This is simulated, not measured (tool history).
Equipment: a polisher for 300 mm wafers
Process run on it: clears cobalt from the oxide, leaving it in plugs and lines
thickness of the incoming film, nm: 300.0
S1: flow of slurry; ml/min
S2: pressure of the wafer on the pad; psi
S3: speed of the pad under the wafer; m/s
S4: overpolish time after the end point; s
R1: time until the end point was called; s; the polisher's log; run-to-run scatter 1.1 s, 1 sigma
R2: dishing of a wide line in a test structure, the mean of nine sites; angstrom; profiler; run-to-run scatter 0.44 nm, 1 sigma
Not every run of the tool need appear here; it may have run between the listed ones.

{"run": 1, "hour": 0.0, "S1": 270, "S2": 1.6, "S3": 1.26, "S4": 18, "R1": 74.854, "R2": 253.82}
{"run": 2, "hour": 7.0, "S1": 270, "S2": 1.6, "S3": 1.26, "S4": 23, "R1": 74.84, "R2": 276.0}
{"run": 3, "hour": 13.5, "S1": 270, "S2": 1.6, "S3": 1.26, "S4": 17, "R1": 75.913, "R2": 251.34}
{"run": 4, "hour": 20.9, "S1": 225, "S2": 1.6, "S3": 1.26, "S4": 17, "R1": 75.436, "R2": 254.45}
{"run": 5, "hour": 23.2, "S1": 225, "S2": 1.7, "S3": 1.28, "S4": 17, "R1": 73.7, "R2": 252.69}
{"run": 6, "hour": 24.3, "S1": 185, "S2": 1.7, "S3": 1.28, "S4": 17, "R1": 74.37, "R2": 251.52}
{"run": 7, "hour": 31.4, "S1": 185, "S2": 1.8, "S3": 1.3, "S4": 18, "R1": 67.852, "R2": 258.41}

Estimate the outcome of run 8 from the log above:
{"run": 8, "hour": 38.2, "S1": 185, "S2": 1.9, "S3": 1.3, "S4": 19, "R1": "?", "R2": "?"}

{"run 8": {"R1": 65.995, "R2": 259.9}}
